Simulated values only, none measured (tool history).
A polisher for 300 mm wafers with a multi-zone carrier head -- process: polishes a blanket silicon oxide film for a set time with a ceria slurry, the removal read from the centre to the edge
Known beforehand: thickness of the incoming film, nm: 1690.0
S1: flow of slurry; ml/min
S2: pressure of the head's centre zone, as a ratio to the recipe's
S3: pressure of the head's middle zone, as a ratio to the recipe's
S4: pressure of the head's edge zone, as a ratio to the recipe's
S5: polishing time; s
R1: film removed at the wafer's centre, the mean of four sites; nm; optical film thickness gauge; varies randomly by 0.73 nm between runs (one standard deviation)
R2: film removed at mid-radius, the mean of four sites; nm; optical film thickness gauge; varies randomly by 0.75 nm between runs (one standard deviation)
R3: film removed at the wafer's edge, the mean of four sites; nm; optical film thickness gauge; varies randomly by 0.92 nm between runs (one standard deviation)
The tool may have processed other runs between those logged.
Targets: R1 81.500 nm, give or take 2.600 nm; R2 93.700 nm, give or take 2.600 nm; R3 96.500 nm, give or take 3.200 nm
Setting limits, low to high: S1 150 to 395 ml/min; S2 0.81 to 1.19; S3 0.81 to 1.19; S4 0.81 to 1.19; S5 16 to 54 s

{"run": 1, "hour": 0.0, "S1": 250, "S2": 1.0, "S3": 1.0, "S4": 1.0, "S5": 35, "R1": 156.6, "R2": 165.38, "R3": 167.12}
{"run": 2, "hour": 7.2, "S1": 215, "S2": 1.0, "S3": 1.0, "S4": 1.0, "S5": 35, "R1": 152.42, "R2": 161.96, "R3": 165.37}
{"run": 3, "hour": 13.8, "S1": 215, "S2": 0.97, "S3": 0.98, "S4": 0.97, "S5": 31, "R1": 130.16, "R2": 140.28, "R3": 141.41}
{"run": 4, "hour": 22.7, "S1": 205, "S2": 0.94, "S3": 0.95, "S4": 0.95, "S5": 29, "R1": 117.08, "R2": 125.74, "R3": 131.25}
{"run": 5, "hour": 27.2, "S1": 205, "S2": 0.94, "S3": 0.95, "S4": 0.9, "S5": 29, "R1": 118.35, "R2": 126.92, "R3": 127.29}
{"run": 6, "hour": 35.0, "S1": 200, "S2": 0.91, "S3": 0.94, "S4": 0.89, "S5": 27, "R1": 105.27, "R2": 117.81, "R3": 116.37}
{"run": 7, "hour": 36.8, "S1": 195, "S2": 0.89, "S3": 0.92, "S4": 0.88, "S5": 26, "R1": 98.894, "R2": 110.38, "R3": 112.54}
{"run": 8, "hour": 40.2, "S1": 195, "S2": 0.88, "S3": 0.91, "S4": 0.87, "S5": 25, "R1": 92.899, "R2": 105.05, "R3": 108.56}
{"run": 9, "hour": 45.1, "S1": 190, "S2": 0.86, "S3": 0.89, "S4": 0.81, "S5": 21, "R1": 76.467, "R2": 86.002, "R3": 87.892}
{"run": 10, "hour": 52.8, "S1": 205, "S2": 0.86, "S3": 0.9, "S4": 0.83, "S5": 21, "R1": 77.392, "R2": 88.509, "R3": 89.746}
{"hour": 57.6, "done": "centre zone pressure recalibrated"}
{"run": 11, "hour": 57.6, "S1": 205, "S2": 0.86, "S3": 0.91, "S4": 0.85, "S5": 21, "R1": 83.186, "R2": 89.827, "R3": 89.606}
{"run": 12, "hour": 59.8, "S1": 195, "S2": 0.85, "S3": 0.91, "S4": 0.85, "S5": 21, "R1": 82.688, "R2": 90.045, "R3": 90.444}
{"run": 13, "hour": 60.8, "S1": 200, "S2": 0.84, "S3": 0.9, "S4": 0.84, "S5": 22, "R1": 86.721, "R2": 92.228, "R3": 92.908}
{"run": 14, "hour": 62.0, "S1": 190, "S2": 0.85, "S3": 0.9, "S4": 0.85, "S5": 22, "R1": 86.318, "R2": 91.68, "R3": 92.172}
{"run": 15, "hour": 64.7, "S1": 200, "S2": 0.86, "S3": 0.9, "S4": 0.85, "S5": 22, "R1": 88.1, "R2": 92.891, "R3": 93.65}
{"run": 16, "hour": 71.3, "S1": 190, "S2": 0.87, "S3": 0.9, "S4": 0.85, "S5": 22, "R1": 89.461, "R2": 91.462, "R3": 94.109}
{"run": 17, "hour": 79.2, "S1": 205, "S2": 0.87, "S3": 0.89, "S4": 0.85, "S5": 22, "R1": 90.616, "R2": 93.501, "R3": 95.367}
{"run": 18, "hour": 83.1, "S1": 185, "S2": 0.81, "S3": 0.96, "S4": 0.95, "S5": 21, "R1": 77.933, "R2": 93.797, "R3": 92.675}
{"run": 19, "hour": 85.4, "S1": 185, "S2": 0.81, "S3": 0.96, "S4": 0.96, "S5": 21, "R1": 77.469, "R2": 91.857, "R3": 94.935}
{"run": 20, "hour": 87.2, "S1": 190, "S2": 0.81, "S3": 0.96, "S4": 0.96, "S5": 21, "R1": 79.698, "R2": 92.19, "R3": 94.404}
{"run": 21, "hour": 88.2, "S1": 195, "S2": 0.81, "S3": 0.97, "S4": 0.97, "S5": 21, "R1": 79.004, "R2": 93.095, "R3": 95.655}

Below are 5 possible settings for the next run. Only one of them brings all results inside the allowed miss of their targets. Which is it?
{"run": "A", "hour": 89.2, "S1": 225, "S2": 0.81, "S3": 0.94, "S4": 0.97, "S5": 21, "R1": "?", "R2": "?", "R3": "?"}
{"run": "B", "hour": 89.2, "S1": 150, "S2": 0.81, "S3": 0.97, "S4": 1.1, "S5": 22, "R1": "?", "R2": "?", "R3": "?"}
{"run": "C", "hour": 89.2, "S1": 175, "S2": 0.83, "S3": 1.08, "S4": 1.0, "S5": 21, "R1": "?", "R2": "?", "R3": "?"}
{"run": "D", "hour": 89.2, "S1": 180, "S2": 0.93, "S3": 0.98, "S4": 1.01, "S5": 21, "R1": "?", "R2": "?", "R3": "?"}
{"run": "E", "hour": 89.2, "S1": 150, "S2": 0.9, "S3": 0.99, "S4": 0.94, "S5": 22, "R1": "?", "R2": "?", "R3": "?"}

move=A R1=80.068 R2=93.525 R3=97.460
move=B R1=77.023 R2=93.062 R3=102.270
move=C R1=78.320 R2=100.240 R3=95.562
move=D R1=88.324 R2=93.097 R3=96.501
move=E R1=85.674 R2=94.578 R3=95.160
A: all results in spec
B: its largest miss is bigger than the last run's
C: its largest miss is bigger than the last run's
D: moves the result that the last run missed by most past its target, out the other side
E: moves the result that the last run missed by most past its target, out the other side
A meets every target.

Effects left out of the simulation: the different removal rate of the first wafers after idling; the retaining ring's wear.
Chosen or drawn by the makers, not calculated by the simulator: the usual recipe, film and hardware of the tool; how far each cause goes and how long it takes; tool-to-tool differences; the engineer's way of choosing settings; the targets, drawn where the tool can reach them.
